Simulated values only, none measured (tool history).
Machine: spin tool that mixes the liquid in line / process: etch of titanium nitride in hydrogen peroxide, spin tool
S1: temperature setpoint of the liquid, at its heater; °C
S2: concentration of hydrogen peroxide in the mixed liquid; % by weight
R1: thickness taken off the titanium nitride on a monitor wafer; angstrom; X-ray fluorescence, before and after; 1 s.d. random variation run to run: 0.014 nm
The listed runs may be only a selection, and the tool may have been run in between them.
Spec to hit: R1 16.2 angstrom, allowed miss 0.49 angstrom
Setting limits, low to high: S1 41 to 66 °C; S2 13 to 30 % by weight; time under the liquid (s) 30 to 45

run 1 hour=0 | S1=57 S2=25 time_under_the_liquid_(s)=45 | R1=36.833
run 2 hour=0.6 | S1=57 S2=21 time_under_the_liquid_(s)=45 | R1=35.127
run 3 hour=3.6 | S1=57 S2=17 time_under_the_liquid_(s)=45 | R1=33.24
run 4 hour=11.2 | S1=55.5 S2=17 time_under_the_liquid_(s)=45 | R1=30.426
run 5 hour=18.2 | S1=55.5 S2=22 time_under_the_liquid_(s)=45 | R1=32.2
run 6 hour=19.3 | S1=55.5 S2=26.5 time_under_the_liquid_(s)=45 | R1=33.444
run 7 hour=22.9 | S1=54 S2=26.5 time_under_the_liquid_(s)=45 | R1=29.909
run 8 hour=28.8 | S1=53 S2=26.5 time_under_the_liquid_(s)=45 | R1=27.775
run 9 hour=33 | S1=45 S2=26 time_under_the_liquid_(s)=45 | R1=15.619

Exercise: of the 5 proposed moves below, exactly one satisfies all targets within the stated allowed misses. Which move is it?
run A hour=37.2 | S1=46.5 S2=18 time_under_the_liquid_(s)=45 | R1=?
run B hour=37.2 | S1=46.5 S2=29 time_under_the_liquid_(s)=45 | R1=?
run C hour=37.2 | S1=50.5 S2=18.5 time_under_the_liquid_(s)=30 | R1=?
run D hour=37.2 | S1=50 S2=25 time_under_the_liquid_(s)=30 | R1=?
run E hour=37.2 | S1=44 S2=25 time_under_the_liquid_(s)=45 | R1=?

move=A R1=15.916
move=B R1=17.648
move=C R1=14.286
move=D R1=14.704
move=E R1=14.183
A: hits every target within its allowed miss
B: moves the result that the last run missed by most past its target, out the other side
C: misses by more than the last run did
D: misses by more than the last run did
E: misses by more than the last run did
A meets every target.
